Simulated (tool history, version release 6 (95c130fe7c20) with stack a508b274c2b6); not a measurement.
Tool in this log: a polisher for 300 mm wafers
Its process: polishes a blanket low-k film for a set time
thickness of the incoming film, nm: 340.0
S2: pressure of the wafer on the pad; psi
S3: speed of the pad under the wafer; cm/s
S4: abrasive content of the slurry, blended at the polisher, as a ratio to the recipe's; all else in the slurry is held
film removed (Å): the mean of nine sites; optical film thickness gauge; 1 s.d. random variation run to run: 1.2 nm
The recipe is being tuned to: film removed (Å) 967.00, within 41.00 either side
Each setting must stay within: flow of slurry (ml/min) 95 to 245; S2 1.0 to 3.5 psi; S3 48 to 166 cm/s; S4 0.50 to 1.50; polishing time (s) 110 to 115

run 1 hour=0.0 | flow_of_slurry_(ml/min)=155 S2=2.2 S3=106 S4=1.00 polishing_time_(s)=110 | film_removed_(Å)=533.31
run 2 hour=6.4 | flow_of_slurry_(ml/min)=155 S2=2.2 S3=106 S4=1.00 polishing_time_(s)=110 | film_removed_(Å)=508.18
run 3 hour=7.1 | flow_of_slurry_(ml/min)=155 S2=2.7 S3=106 S4=1.00 polishing_time_(s)=110 | film_removed_(Å)=635.18
run 4 hour=12.4 | flow_of_slurry_(ml/min)=155 S2=2.7 S3=128 S4=1.00 polishing_time_(s)=110 | film_removed_(Å)=743.29
run 5 hour=17.1 | flow_of_slurry_(ml/min)=185 S2=2.7 S3=128 S4=1.00 polishing_time_(s)=110 | film_removed_(Å)=764.42
run 6 hour=25.4 | flow_of_slurry_(ml/min)=185 S2=2.8 S3=128 S4=1.00 polishing_time_(s)=110 | film_removed_(Å)=799.66
run 7 hour=26.8 | flow_of_slurry_(ml/min)=185 S2=2.9 S3=128 S4=1.00 polishing_time_(s)=110 | film_removed_(Å)=811.83
run 8 hour=31.3 | flow_of_slurry_(ml/min)=185 S2=3.0 S3=128 S4=1.00 polishing_time_(s)=110 | film_removed_(Å)=844.82
run 9 hour=35.0 | flow_of_slurry_(ml/min)=185 S2=3.1 S3=128 S4=1.00 polishing_time_(s)=110 | film_removed_(Å)=878.49

4 candidate next runs follow, results not yet known. Just one meets every target within its allowed miss. Identify it.
run A hour=38.7 | flow_of_slurry_(ml/min)=180 S2=3.1 S3=120 S4=0.90 polishing_time_(s)=113 | film_removed_(Å)=?
run B hour=38.7 | flow_of_slurry_(ml/min)=205 S2=2.9 S3=142 S4=1.15 polishing_time_(s)=110 | film_removed_(Å)=?
run C hour=38.7 | flow_of_slurry_(ml/min)=165 S2=3.5 S3=134 S4=0.75 polishing_time_(s)=110 | film_removed_(Å)=?
run D hour=38.7 | flow_of_slurry_(ml/min)=190 S2=3.3 S3=138 S4=0.85 polishing_time_(s)=110 | film_removed_(Å)=?

move=A film_removed_(Å)=778.47
move=B film_removed_(Å)=975.51
move=C film_removed_(Å)=780.15
move=D film_removed_(Å)=866.77
A: lands further from the targets than the last run did
B: meets every target
C: lands further from the targets than the last run did
D: lands further from the targets than the last run did
Answer: B
